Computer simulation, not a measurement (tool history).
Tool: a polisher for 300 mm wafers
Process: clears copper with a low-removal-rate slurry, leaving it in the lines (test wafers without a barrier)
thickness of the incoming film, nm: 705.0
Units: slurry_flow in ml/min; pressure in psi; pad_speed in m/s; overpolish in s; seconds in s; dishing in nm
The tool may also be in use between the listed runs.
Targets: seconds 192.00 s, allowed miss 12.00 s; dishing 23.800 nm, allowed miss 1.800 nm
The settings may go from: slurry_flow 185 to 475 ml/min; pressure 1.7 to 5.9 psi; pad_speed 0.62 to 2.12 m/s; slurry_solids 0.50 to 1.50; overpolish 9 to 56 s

| run | day | slurry_flow | pressure | pad_speed | slurry_solids | overpolish | seconds | dishing |
|---|---|---|---|---|---|---|---|---|
| 1 | 0.000 | 305 | 3.8 | 1.36 | 1.00 | 29 | 129.85 | 70.280 |
| 2 | 0.254 | 305 | 3.4 | 1.36 | 1.00 | 25 | 140.54 | 60.083 |
| 3 | 0.304 | 305 | 3.4 | 1.14 | 1.00 | 25 | 156.69 | 60.601 |
| 4 | 0.588 | 305 | 2.5 | 1.14 | 1.00 | 25 | 183.68 | 50.854 |
| 5 | 0.721 | 280 | 2.3 | 1.20 | 0.90 | 22 | 199.07 | 46.826 |
| 6 | 0.912 | 315 | 2.2 | 1.10 | 1.00 | 20 | 212.37 | 40.487 |
| 7 | 1.121 | 345 | 2.1 | 1.16 | 1.10 | 18 | 208.66 | 37.715 |
| 8 | 1.296 | 370 | 2.0 | 1.20 | 1.20 | 16 | 204.68 | 35.842 |
| 9 | 1.388 | 390 | 1.9 | 1.22 | 1.25 | 15 | 203.69 | 34.305 |
| 10 | 1.621 | 405 | 1.9 | 1.22 | 1.30 | 14 | 201.05 | 32.145 |
| 11 | 1.700 | 420 | 1.9 | 1.22 | 1.35 | 13 | 197.81 | 30.873 |
| 12 | 1.871 | 430 | 1.9 | 1.22 | 1.40 | 12 | 202.73 | 29.948 |
| 13 | 2.083 | 440 | 1.9 | 1.24 | 1.40 | 11 | 194.85 | 28.653 |
| 14 | 2.454 | 440 | 1.9 | 1.24 | 1.40 | 11 | 197.85 | 28.344 |
| 15 | 2.829 | 445 | 1.9 | 1.26 | 1.40 | 11 | 193.66 | 27.030 |
| 16 | 3.108 | 450 | 1.9 | 1.26 | 1.40 | 11 | 190.11 | 28.099 |

Which of these 4 next moves meets every target?
| A | 3.388 | 440 | 1.8 | 1.30 | 1.40 | 9 | ? | ? |
| B | 3.388 | 455 | 2.0 | 1.34 | 1.35 | 16 | ? | ? |
| C | 3.388 | 445 | 1.9 | 1.28 | 1.25 | 15 | ? | ? |
| D | 3.388 | 380 | 2.2 | 1.34 | 1.25 | 15 | ? | ? |

| move | seconds | dishing |
|---|---|---|
| A | 190.80 | 24.104 |
| B | 176.65 | 40.334 |
| C | 191.61 | 36.157 |
| D | 171.40 | 39.568 |
A: meets every target
B: further off than the last run
C: further off than the last run
D: further off than the last run
The right move is A.
